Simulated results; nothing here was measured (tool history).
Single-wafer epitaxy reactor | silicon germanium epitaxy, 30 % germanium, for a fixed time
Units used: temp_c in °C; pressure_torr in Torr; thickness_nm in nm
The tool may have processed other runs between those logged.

run  hour  temp_c  pressure_torr  thickness_nm
  1   0.0     585           15.5        46.922
  2   6.6     588           15.6        49.688
  3   8.9     590           15.7        51.598
  4  16.0     592           15.8        53.737
  5  24.4     592           14.7        52.495
  6  29.9     592           11.9        49.275

The next listed run, before its measurement:
  7  34.8     595           12.0             ?

thickness_nm: 52.025 nm

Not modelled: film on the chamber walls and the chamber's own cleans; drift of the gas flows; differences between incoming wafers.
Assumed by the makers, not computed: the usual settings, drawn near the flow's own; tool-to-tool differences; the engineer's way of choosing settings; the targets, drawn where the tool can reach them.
